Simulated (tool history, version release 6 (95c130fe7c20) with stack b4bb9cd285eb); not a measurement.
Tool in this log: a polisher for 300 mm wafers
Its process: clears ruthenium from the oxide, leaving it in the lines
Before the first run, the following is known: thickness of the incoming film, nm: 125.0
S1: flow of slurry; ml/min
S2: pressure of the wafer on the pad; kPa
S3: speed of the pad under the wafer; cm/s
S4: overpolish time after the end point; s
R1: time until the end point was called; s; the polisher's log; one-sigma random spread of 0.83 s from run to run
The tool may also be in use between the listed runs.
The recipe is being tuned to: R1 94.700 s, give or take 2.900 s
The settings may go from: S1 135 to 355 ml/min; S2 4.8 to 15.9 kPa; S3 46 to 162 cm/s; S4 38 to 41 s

run	hour	S1	S2	S3	S4	R1
1	0.0	225	10.3	104	38	117.110
2	7.0	225	10.3	104	38	118.480
3	7.7	235	11.7	104	38	103.100
4	14.3	240	12.4	104	38	97.738
5	17.7	240	11.7	104	38	102.300
6	25.1	245	11.7	104	38	103.900
7	27.7	245	12.4	104	38	98.471
8	30.1	245	12.4	104	38	98.031

Consider the 4 candidate settings below. Which is the only one whose results all fall within their allowed miss of target?
A	32.5	345	13.1	88	41	?
B	32.5	190	13.1	106	38	?
C	32.5	200	12.4	100	38	?
D	32.5	215	13.1	96	41	?

move	R1
A	101.890
B	95.336
C	103.970
D	100.540
A: further off than the last run
B: in spec on every target
C: further off than the last run
D: further off than the last run
Correct choice: B, which meets every target
